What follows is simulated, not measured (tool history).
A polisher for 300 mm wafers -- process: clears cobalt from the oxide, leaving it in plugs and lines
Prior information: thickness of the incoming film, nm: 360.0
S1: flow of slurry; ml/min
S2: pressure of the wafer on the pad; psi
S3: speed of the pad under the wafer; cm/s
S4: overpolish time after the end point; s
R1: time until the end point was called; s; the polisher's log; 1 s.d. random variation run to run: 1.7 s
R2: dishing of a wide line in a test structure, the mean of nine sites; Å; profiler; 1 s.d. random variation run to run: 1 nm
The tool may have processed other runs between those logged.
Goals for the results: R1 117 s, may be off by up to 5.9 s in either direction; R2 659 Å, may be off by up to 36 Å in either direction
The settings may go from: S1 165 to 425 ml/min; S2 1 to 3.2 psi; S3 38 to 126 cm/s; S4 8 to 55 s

run  hour   S1   S2  S3  S4      R1      R2
  1     0  275  2.1  82  28  89.186  592.36
  2   0.6  275    2  82  31  93.368  592.56
  3   2.8  275  1.9  82  35  99.548  621.95
  4   8.6  275  1.8  82  37  108.48  608.63
  5  13.2  275  2.2  82  37  89.665  658.85
  6  16.5  275  2.5  82  37  78.745  663.47
  7  17.5  275  2.3  82  39   83.93  667.49
  8  24.7  275  2.2  82  41  87.309  678.88
  9  25.6  275  1.6  80  48  120.49  645.44

5 next moves are on the table. One of them brings every result within its allowed miss. Which?
  A  26.5  300  1.6  76  52   ?   ?
  B  26.5  315  1.4  96  37   ?   ?
  C  26.5  225  1.4  94  38   ?   ?
  D  26.5  280  1.5  90  49   ?   ?
  E  26.5  250  1.6  82  36   ?   ?

move      R1      R2
   A  126.26  667.15
   B  113.97  612.98
   C  119.37  608.35
   D  114.58  673.35
   E  118.92  595.78
A: misses by more than the last run did
B: meets the target for the result that was furthest off, but another lies outside its allowed miss
C: meets the target for the result that was furthest off, but another lies outside its allowed miss
D: each result inside its tolerance
E: meets the target for the result that was furthest off, but another lies outside its allowed miss
D is the move that brings every result within its allowed miss.
